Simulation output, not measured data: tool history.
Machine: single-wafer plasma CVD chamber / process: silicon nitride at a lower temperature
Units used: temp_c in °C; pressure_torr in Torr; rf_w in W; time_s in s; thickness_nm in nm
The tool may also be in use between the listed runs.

run	hour	temp_c	pressure_torr	rf_w	time_s	thickness_nm
1	0.0	365	1.65	330	42.9	50.644
2	0.6	371	1.65	330	42.9	50.577
3	5.0	371	1.56	325	42.9	49.663
4	12.6	371	1.56	300	42.9	46.095
5	16.0	371	1.56	300	44.3	47.713
6	18.6	361	1.56	300	44.3	47.967
7	26.7	361	1.51	300	44.3	47.613
8	29.2	361	1.47	300	44.3	47.436
9	32.2	361	1.43	300	44.3	46.824
10	32.8	361	1.40	300	44.3	46.767
11	39.0	361	1.37	300	44.3	46.509

Run 12 comes next. What will it give?
12	47.2	361	1.34	300	44.3	?

thickness_nm: 46.122 nm
